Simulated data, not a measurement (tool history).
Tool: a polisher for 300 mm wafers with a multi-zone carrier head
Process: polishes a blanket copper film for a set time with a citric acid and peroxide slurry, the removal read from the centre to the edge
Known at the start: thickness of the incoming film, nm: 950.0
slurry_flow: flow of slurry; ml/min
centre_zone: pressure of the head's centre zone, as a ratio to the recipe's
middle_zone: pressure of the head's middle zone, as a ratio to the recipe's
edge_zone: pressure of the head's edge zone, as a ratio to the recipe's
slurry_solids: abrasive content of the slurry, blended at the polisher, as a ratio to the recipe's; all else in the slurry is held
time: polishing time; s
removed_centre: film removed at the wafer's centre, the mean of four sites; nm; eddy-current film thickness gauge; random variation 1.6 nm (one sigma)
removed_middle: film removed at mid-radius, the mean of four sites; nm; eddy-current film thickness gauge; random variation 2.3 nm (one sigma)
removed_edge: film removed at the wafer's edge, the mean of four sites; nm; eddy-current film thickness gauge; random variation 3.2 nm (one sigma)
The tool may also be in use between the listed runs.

run 1 hour=0.0 | slurry_flow=310 centre_zone=1.00 middle_zone=1.00 edge_zone=1.00 slurry_solids=1.0 time=79 | removed_centre=217.16 removed_middle=216.89 removed_edge=206.97
run 2 hour=6.3 | slurry_flow=335 centre_zone=1.00 middle_zone=1.00 edge_zone=1.00 slurry_solids=1.0 time=79 | removed_centre=218.80 removed_middle=215.63 removed_edge=211.34
run 3 hour=12.6 | slurry_flow=335 centre_zone=1.00 middle_zone=1.00 edge_zone=1.00 slurry_solids=1.0 time=86 | removed_centre=239.10 removed_middle=234.55 removed_edge=230.85
run 4 hour=17.7 | slurry_flow=335 centre_zone=1.00 middle_zone=1.00 edge_zone=1.05 slurry_solids=1.0 time=86 | removed_centre=237.79 removed_middle=237.92 removed_edge=239.32
run 5 hour=20.1 | slurry_flow=335 centre_zone=1.00 middle_zone=0.95 edge_zone=1.05 slurry_solids=1.0 time=86 | removed_centre=237.88 removed_middle=231.03 removed_edge=234.31
run 6 hour=26.9 | slurry_flow=345 centre_zone=1.01 middle_zone=0.96 edge_zone=1.06 slurry_solids=1.0 time=86 | removed_centre=241.95 removed_middle=233.37 removed_edge=233.99
run 7 hour=31.8 | slurry_flow=355 centre_zone=1.01 middle_zone=0.96 edge_zone=1.08 slurry_solids=1.0 time=86 | removed_centre=242.49 removed_middle=231.92 removed_edge=241.11

Forecast run 8:
-- hour=33.9 edge zone pressure recalibrated
run 8 hour=33.9 | slurry_flow=360 centre_zone=1.02 middle_zone=0.97 edge_zone=1.08 slurry_solids=1.0 time=86 | removed_centre=? removed_middle=? removed_edge=?

removed_centre: 246.35 nm
removed_middle: 235.18 nm
removed_edge: 257.26 nm

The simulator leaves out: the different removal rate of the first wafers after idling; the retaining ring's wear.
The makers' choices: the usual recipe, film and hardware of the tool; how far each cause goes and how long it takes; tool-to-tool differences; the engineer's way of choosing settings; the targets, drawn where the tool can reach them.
